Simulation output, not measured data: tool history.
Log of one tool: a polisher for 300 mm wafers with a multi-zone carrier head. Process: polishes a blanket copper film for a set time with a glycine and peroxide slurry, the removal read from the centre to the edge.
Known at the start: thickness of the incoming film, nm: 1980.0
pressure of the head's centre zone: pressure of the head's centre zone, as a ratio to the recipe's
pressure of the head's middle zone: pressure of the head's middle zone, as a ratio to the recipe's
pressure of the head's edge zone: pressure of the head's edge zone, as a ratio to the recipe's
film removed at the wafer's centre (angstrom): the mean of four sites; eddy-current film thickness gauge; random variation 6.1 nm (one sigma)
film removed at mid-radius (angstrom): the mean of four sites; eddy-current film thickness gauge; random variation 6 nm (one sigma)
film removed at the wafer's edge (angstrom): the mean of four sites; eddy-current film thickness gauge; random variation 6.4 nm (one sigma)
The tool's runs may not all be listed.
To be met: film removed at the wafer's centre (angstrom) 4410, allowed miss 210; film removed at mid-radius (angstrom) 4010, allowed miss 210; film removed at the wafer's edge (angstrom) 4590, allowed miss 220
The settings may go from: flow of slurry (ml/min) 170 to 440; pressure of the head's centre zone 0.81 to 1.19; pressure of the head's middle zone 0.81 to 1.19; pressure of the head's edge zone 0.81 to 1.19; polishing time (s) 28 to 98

run	day	flow of slurry (ml/min)	pressure of the head's centre zone	pressure of the head's middle zone	pressure of the head's edge zone	polishing time (s)	film removed at the wafer's centre (angstrom)	film removed at mid-radius (angstrom)	film removed at the wafer's edge (angstrom)
1	0	280	1	1	1	63	3321.1	3331.1	3299.4
2	0.183	280	0.93	1	1	63	2995.9	3274.8	3249.6
3	0.454	280	0.95	0.98	1.02	66	3379.7	3530.6	3516.8
4	0.8	275	0.94	0.95	1.05	67	3359.6	3346.2	3661.7
5	0.942	275	0.95	0.95	1.07	69	3469.4	3486.7	3794.1
6	1.033	275	0.97	0.95	1.08	71	3629	3676	3841.6
7	1.25	275	0.97	0.93	1.08	73	3742.8	3576	3949.7
8	1.404	275	0.98	0.93	1.09	75	3915.2	3760.9	4102.5

4 next moves are on the table. One of them brings every result within its allowed miss. Which?
A	1.558	315	0.96	0.89	1.12	78	?	?	?
B	1.558	310	1.14	0.85	1.01	66	?	?	?
C	1.558	285	0.96	0.97	1.09	71	?	?	?
D	1.558	280	1	0.89	1.08	84	?	?	?

move	film removed at the wafer's centre (angstrom)	film removed at mid-radius (angstrom)	film removed at the wafer's edge (angstrom)
A	3930.5	3753.2	4436.2
B	3946.4	3050.4	3563.1
C	3539.5	3633.7	3947.9
D	4351.7	3992.7	4647.3
A: as far off as the last run
B: further off than the last run
C: further off than the last run
D: meets every target
The right move is D.
